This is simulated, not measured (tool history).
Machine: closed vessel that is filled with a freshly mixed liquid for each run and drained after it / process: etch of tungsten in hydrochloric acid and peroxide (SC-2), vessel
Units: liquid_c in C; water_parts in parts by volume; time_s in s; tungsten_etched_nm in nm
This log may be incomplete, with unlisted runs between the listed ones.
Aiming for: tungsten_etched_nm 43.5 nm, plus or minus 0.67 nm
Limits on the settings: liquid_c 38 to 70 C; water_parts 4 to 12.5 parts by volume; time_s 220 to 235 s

Run 1, hour 0: liquid_c 54 C, water_parts 7 parts by volume, time_s 220 s. Result: tungsten_etched_nm 79.481 nm.
Run 2, hour 3.1: liquid_c 52.5 C, water_parts 7 parts by volume, time_s 220 s. Result: tungsten_etched_nm 72.001 nm.
Run 3, hour 9: liquid_c 46 C, water_parts 7 parts by volume, time_s 220 s. Result: tungsten_etched_nm 46.491 nm.
Run 4, hour 11.8: liquid_c 45.5 C, water_parts 7 parts by volume, time_s 220 s. Result: tungsten_etched_nm 44.75 nm.
Run 5, hour 20.2: liquid_c 48 C, water_parts 7 parts by volume, time_s 220 s. Result: tungsten_etched_nm 53.563 nm.
Run 6, hour 24.1: liquid_c 48 C, water_parts 7 parts by volume, time_s 220 s. Result: tungsten_etched_nm 53.19 nm.
Run 7, hour 31.9: liquid_c 47.5 C, water_parts 7 parts by volume, time_s 220 s. Result: tungsten_etched_nm 51.155 nm.
Run 8, hour 35.2: liquid_c 47 C, water_parts 7 parts by volume, time_s 220 s. Result: tungsten_etched_nm 50.004 nm.
At hour 44.5: chemicals flow meter replaced.
Run 9, hour 44.5: liquid_c 46.5 C, water_parts 7 parts by volume, time_s 220 s. Result: tungsten_etched_nm 44.507 nm.

Below are 5 possible settings for the next run. Only one of them brings all results inside the allowed miss of their targets. Which is it?
Run A, hour 53.8: liquid_c 49 C, water_parts 9.5 parts by volume, time_s 230 s. Result: tungsten_etched_nm ?.
Run B, hour 53.8: liquid_c 47.5 C, water_parts 8 parts by volume, time_s 235 s. Result: tungsten_etched_nm ?.
Run C, hour 53.8: liquid_c 48 C, water_parts 8 parts by volume, time_s 220 s. Result: tungsten_etched_nm ?.
Run D, hour 53.8: liquid_c 44 C, water_parts 5.5 parts by volume, time_s 220 s. Result: tungsten_etched_nm ?.
Run E, hour 53.8: liquid_c 45.5 C, water_parts 7 parts by volume, time_s 235 s. Result: tungsten_etched_nm ?.

move  tungsten_etched_nm
   A              43.132
   B              45.807
   C              44.358
   D              44.994
   E              44.412
A: hits every target within its allowed miss
B: further off than the last run
C: better than the last run, though not everything is in spec
D: further off than the last run
E: better than the last run, though not everything is in spec
A is the move that brings every result within its allowed miss.
